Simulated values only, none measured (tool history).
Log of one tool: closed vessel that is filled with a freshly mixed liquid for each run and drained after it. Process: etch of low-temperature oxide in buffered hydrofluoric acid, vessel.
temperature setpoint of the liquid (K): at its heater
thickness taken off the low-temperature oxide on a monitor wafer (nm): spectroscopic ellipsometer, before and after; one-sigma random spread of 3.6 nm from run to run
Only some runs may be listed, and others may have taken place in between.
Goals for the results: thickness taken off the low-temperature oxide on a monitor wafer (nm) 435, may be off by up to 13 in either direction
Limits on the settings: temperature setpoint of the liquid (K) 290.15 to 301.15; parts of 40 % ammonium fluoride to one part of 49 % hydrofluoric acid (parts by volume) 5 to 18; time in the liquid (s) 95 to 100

| run | hour | temperature setpoint of the liquid (K) | parts of 40 % ammonium fluoride to one part of 49 % hydrofluoric acid (parts by volume) | time in the liquid (s) | thickness taken off the low-temperature oxide on a monitor wafer (nm) |
|---|---|---|---|---|---|
| 1 | 0 | 293.15 | 11 | 95 | 316.79 |
| 2 | 8.5 | 294.15 | 11 | 95 | 334.31 |
| 3 | 13.7 | 294.15 | 11 | 100 | 349.91 |
| 4 | 16.9 | 294.15 | 13.5 | 100 | 286.99 |
| 5 | 22.1 | 295.65 | 13.5 | 100 | 309.69 |
| 6 | 22.7 | 295.65 | 13.5 | 95 | 295.85 |
| 7 | 26.8 | 296.65 | 13.5 | 95 | 311.41 |
| 8 | 32.7 | 297.65 | 13.5 | 95 | 331.43 |

Pick the move, out of 5, that brings all results within their allowed miss; only one does.
| A | 38.6 | 296.65 | 11 | 95 | ? |
| B | 38.6 | 300.65 | 12 | 95 | ? |
| C | 38.6 | 301.15 | 14 | 100 | ? |
| D | 38.6 | 298.15 | 13 | 100 | ? |
| E | 38.6 | 296.15 | 16.5 | 95 | ? |

| move | thickness taken off the low-temperature oxide on a monitor wafer (nm) |
|---|---|
| A | 384.4 |
| B | 438.28 |
| C | 407.48 |
| D | 372.95 |
| E | 251.33 |
A: an improvement on the last run, though not all results are within tolerance
B: each result inside its tolerance
C: an improvement on the last run, though not all results are within tolerance
D: an improvement on the last run, though not all results are within tolerance
E: misses by more than the last run did
Go with B: it meets all targets.

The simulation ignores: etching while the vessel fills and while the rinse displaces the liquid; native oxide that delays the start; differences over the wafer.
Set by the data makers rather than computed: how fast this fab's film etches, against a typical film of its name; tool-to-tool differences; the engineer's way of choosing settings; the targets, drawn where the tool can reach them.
